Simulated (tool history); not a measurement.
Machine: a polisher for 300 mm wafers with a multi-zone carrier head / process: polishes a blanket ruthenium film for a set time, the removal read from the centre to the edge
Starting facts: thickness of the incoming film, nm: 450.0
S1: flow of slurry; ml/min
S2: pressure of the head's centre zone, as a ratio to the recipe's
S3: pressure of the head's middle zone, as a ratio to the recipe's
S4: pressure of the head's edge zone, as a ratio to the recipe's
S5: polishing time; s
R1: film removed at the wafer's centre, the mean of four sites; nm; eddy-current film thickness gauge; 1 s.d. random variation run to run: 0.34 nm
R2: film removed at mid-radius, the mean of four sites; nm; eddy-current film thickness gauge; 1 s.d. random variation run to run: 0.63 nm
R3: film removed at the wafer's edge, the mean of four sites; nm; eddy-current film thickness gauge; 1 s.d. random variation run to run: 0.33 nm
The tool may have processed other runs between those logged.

Run 1, hour 0.0: S1 230 ml/min, S2 1.00, S3 1.00, S4 1.00, S5 34 s. Result: R1 35.232 nm, R2 36.125 nm, R3 36.994 nm.
Run 2, hour 4.9: S1 230 ml/min, S2 0.94, S3 1.00, S4 1.00, S5 34 s. Result: R1 33.253 nm, R2 35.021 nm, R3 36.613 nm.
Run 3, hour 7.0: S1 230 ml/min, S2 1.02, S3 1.00, S4 1.00, S5 34 s. Result: R1 36.193 nm, R2 36.226 nm, R3 37.030 nm.
Run 4, hour 16.0: S1 230 ml/min, S2 1.02, S3 1.07, S4 1.00, S5 34 s. Result: R1 35.905 nm, R2 37.766 nm, R3 36.689 nm.
Run 5, hour 24.3: S1 230 ml/min, S2 1.05, S3 1.07, S4 1.00, S5 34 s. Result: R1 36.924 nm, R2 37.938 nm, R3 36.716 nm.
Run 6, hour 32.2: S1 230 ml/min, S2 1.05, S3 0.99, S4 1.00, S5 34 s. Result: R1 37.236 nm, R2 35.857 nm, R3 37.053 nm.

The next listed run, before its measurement:
Run 7, hour 38.0: S1 245 ml/min, S2 1.08, S3 1.01, S4 1.04, S5 35 s. Result: R1 ?, R2 ?, R3 ?.

Run 7 came out at R1 39.565 nm, R2 38.870 nm, R3 38.776 nm.
